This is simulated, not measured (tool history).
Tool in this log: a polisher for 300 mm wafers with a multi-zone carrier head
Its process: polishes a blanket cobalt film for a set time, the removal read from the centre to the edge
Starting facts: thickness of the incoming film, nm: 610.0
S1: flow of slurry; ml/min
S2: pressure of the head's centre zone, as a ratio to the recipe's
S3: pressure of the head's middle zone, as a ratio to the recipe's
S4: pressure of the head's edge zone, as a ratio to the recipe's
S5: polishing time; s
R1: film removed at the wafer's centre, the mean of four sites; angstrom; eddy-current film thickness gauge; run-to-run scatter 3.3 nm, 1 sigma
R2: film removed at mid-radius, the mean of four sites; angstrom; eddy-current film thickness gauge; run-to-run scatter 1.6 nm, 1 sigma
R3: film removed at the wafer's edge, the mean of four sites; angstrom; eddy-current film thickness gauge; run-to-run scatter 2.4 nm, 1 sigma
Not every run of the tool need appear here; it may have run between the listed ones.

run 1 hour=0.0 | S1=300 S2=1.00 S3=1.00 S4=1.00 S5=31 | R1=1896.3 R2=1887.9 R3=1906.0
run 2 hour=6.2 | S1=300 S2=0.99 S3=0.99 S4=1.04 S5=32 | R1=1913.2 R2=1919.0 R3=1980.2
run 3 hour=14.9 | S1=300 S2=0.99 S3=1.06 S4=1.04 S5=32 | R1=1946.6 R2=2041.0 R3=1995.0
run 4 hour=22.6 | S1=300 S2=0.99 S3=1.06 S4=1.10 S5=32 | R1=1976.8 R2=2027.8 R3=2018.5
run 5 hour=24.2 | S1=300 S2=0.99 S3=1.06 S4=1.10 S5=29 | R1=1753.0 R2=1833.9 R3=1865.4
run 6 hour=30.9 | S1=300 S2=0.99 S3=1.06 S4=1.10 S5=22 | R1=1305.2 R2=1420.4 R3=1382.1
run 7 hour=36.5 | S1=295 S2=0.96 S3=1.01 S4=1.19 S5=31 | R1=1842.6 R2=1898.8 R3=2023.3

Run 8, settings as shown, results not yet in. Your forecast:
run 8 hour=40.5 | S1=305 S2=0.89 S3=0.92 S4=1.19 S5=39 | R1=? R2=? R3=?

Logged for run 8: R1 2093.4 angstrom, R2 2214.0 angstrom, R3 2613.3 angstrom.

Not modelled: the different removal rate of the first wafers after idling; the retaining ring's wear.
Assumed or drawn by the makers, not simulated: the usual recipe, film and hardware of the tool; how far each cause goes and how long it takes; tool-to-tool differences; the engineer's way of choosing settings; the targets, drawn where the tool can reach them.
